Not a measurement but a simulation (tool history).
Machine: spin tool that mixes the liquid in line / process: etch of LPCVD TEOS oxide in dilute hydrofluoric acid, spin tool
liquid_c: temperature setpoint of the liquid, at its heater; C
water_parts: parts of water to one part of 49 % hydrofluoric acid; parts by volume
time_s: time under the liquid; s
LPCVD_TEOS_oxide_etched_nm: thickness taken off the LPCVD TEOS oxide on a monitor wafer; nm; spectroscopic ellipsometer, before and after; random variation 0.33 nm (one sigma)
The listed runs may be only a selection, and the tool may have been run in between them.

| run | hour | liquid_c | water_parts | time_s | LPCVD_TEOS_oxide_etched_nm |
|---|---|---|---|---|---|
| 1 | 0 | 22 | 185 | 75 | 13.138 |
| 2 | 8.2 | 23 | 170 | 75 | 15.325 |
| 3 | 10 | 23 | 135 | 75 | 20.055 |
| 4 | 12.5 | 23 | 175 | 75 | 14.917 |
| 5 | 19.8 | 24 | 165 | 75 | 16.504 |
| 6 | 26.7 | 24 | 165 | 80 | 17.544 |
|  | 34.6 | hydrofluoric acid flow meter replaced |
| 7 | 34.6 | 24.5 | 155 | 80 | 20.322 |
| 8 | 36.3 | 25 | 150 | 80 | 21.804 |

Run 9 comes next. What will it give?
| 9 | 42.6 | 25.5 | 145 | 80 | ? |

LPCVD_TEOS_oxide_etched_nm: 22.884 nm

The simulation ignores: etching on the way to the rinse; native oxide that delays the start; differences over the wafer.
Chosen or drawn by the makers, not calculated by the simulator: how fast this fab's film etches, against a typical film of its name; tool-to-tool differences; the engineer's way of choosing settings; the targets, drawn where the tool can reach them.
